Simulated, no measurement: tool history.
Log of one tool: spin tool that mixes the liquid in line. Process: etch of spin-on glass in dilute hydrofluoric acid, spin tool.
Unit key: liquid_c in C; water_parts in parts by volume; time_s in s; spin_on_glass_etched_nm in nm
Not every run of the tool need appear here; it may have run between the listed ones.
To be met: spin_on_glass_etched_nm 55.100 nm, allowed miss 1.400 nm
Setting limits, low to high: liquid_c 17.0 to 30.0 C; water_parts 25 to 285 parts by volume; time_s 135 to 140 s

run	hour	liquid_c	water_parts	time_s	spin_on_glass_etched_nm
1	0.0	22.0	155	135	25.548
2	2.9	23.5	140	135	30.107
3	11.6	23.5	190	135	20.919
4	12.7	25.5	190	135	22.701
5	20.0	26.5	170	135	27.046
6	24.3	26.5	140	135	34.036
7	28.0	27.0	130	135	37.344
8	30.8	27.5	120	135	42.282
9	31.9	30.0	95	135	60.435
10	38.8	29.5	95	135	59.694
11	45.0	29.0	95	135	58.549
12	51.7	28.5	95	135	57.414

Of the 4 settings listed for the next run, only one would bring every result within its allowed miss of target. Which one?
A	58.4	29.5	105	140	?
B	58.4	27.0	90	140	?
C	58.4	30.0	95	135	?
D	58.4	30.0	95	140	?

move	spin_on_glass_etched_nm
A	54.103
B	58.558
C	59.588
D	61.794
A: each result inside its tolerance
B: lands further from the targets than the last run did
C: lands further from the targets than the last run did
D: lands further from the targets than the last run did
Go with A: it meets all targets.
